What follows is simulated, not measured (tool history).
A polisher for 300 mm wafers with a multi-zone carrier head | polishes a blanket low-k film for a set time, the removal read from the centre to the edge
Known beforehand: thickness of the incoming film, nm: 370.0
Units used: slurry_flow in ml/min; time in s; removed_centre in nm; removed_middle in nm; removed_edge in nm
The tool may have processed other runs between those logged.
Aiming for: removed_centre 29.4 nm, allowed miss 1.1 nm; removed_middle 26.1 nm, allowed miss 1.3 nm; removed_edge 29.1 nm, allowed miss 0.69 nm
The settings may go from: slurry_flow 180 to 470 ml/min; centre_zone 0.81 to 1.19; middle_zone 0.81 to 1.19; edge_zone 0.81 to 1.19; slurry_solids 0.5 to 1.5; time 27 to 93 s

run	hour	slurry_flow	centre_zone	middle_zone	edge_zone	slurry_solids	time	removed_centre	removed_middle	removed_edge
1	0	300	1	1	1	1	59	26.36	23.654	23.174
2	4.6	300	1	1	1	1	71	31.586	28.598	27.549
3	10.7	355	1	1	1	1	71	31.765	28.763	28.047
4	11.3	355	1	1	1	1.2	71	35.14	32.098	30.925
5	13.7	355	1.04	1	1	1.2	71	36.559	31.403	30.795
6	14.4	355	1.01	0.96	1	1.15	71	34.394	30.052	29.863
7	17.7	355	0.99	0.92	1.02	1.15	71	33.721	29.024	30.197
8	23.8	355	0.97	0.89	1.02	1.15	71	33.982	28.47	30.382
9	26.9	355	0.94	0.88	1.02	1.1	71	31.726	27.428	29.708
10	31.5	355	0.92	0.87	1.02	1.1	71	31.462	27.372	29.67
11	38.9	355	0.9	0.86	1.02	1.1	71	30.658	26.89	29.921
12	47.6	355	0.89	0.86	1.01	1.1	71	31.063	26.729	29.877

Consider the 5 candidate settings below. Which is the only one whose results all fall within their allowed miss of target?
A	56.3	330	0.89	0.92	1.11	0.95	76	?	?	?
B	56.3	325	0.95	0.94	1.02	0.95	71	?	?	?
C	56.3	380	0.81	0.89	1.05	1.3	68	?	?	?
D	56.3	335	0.85	0.84	0.99	1	75	?	?	?
E	56.3	355	0.86	0.97	1.15	0.85	74	?	?	?

move	removed_centre	removed_middle	removed_edge
A	30.375	27.815	30.689
B	29.78	26.413	27.45
C	30.048	28.702	31.566
D	29.83	26.249	29.517
E	27.168	26.658	28.589
A: the worst result of the last run now meets its target, but another is out of spec
B: the worst result of the last run now meets its target, but another is out of spec
C: the worst result of the last run now meets its target, but another is out of spec
D: all results in spec
E: takes the biggest miss from the last run beyond its target
D meets every target.
